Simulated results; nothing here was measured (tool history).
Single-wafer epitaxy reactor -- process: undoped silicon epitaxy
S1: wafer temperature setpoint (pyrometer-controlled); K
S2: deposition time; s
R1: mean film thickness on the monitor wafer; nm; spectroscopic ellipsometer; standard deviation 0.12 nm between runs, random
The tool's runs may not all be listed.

run,day,S1,S2,R1
1,0.000,908.15,155,18.833
2,0.312,913.15,155,20.852
3,0.517,913.15,135,18.254
4,0.567,919.15,135,20.630
5,0.817,927.15,135,24.035
6,1.025,928.15,135,24.606

What does the tool deliver on the next run?
7,1.046,929.15,135,?

Logged for run 7: R1 25.011 nm.

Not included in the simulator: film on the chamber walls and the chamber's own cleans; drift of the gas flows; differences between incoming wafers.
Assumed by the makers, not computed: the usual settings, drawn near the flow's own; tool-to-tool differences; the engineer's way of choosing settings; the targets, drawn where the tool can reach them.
